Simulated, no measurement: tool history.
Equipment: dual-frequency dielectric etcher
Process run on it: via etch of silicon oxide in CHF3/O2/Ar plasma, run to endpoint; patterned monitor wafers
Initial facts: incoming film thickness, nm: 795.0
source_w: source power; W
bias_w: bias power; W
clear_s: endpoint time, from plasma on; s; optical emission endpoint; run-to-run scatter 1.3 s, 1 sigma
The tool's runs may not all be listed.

run,hour,source_w,bias_w,clear_s
1,0,530,160,433.53
2,7.6,550,161,425.84
3,9.8,490,161,440.48
4,14.4,490,182,419.57
5,21.1,580,182,396.39
6,26.5,590,182,394.04

What will run 7 give?
7,27.2,600,182,?

clear_s: 393.69 s

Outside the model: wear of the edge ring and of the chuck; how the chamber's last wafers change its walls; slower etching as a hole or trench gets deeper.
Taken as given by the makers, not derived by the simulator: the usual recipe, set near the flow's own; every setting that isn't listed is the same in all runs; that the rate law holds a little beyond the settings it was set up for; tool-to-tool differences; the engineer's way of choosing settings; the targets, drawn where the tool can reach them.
